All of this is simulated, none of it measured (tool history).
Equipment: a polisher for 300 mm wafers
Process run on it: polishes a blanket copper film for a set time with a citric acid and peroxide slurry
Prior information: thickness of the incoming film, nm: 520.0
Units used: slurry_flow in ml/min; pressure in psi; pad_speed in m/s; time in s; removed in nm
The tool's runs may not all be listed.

run,hour,slurry_flow,pressure,pad_speed,slurry_solids,time,removed
1,0,255,2.7,0.9,1,56,105.72
2,4.1,245,2.5,0.82,0.95,56,87.138
3,13,245,2.3,0.74,0.95,56,73.091
4,16,245,2.1,0.68,0.95,56,63.029
5,17.2,245,2,0.64,0.95,56,56.702
6,20.9,245,2,0.64,0.75,56,55.594

Run 7 is up next; what results do you expect?
7,24.9,245,1.9,0.6,0.75,56,?

Logged for run 7: removed 48.607 nm.
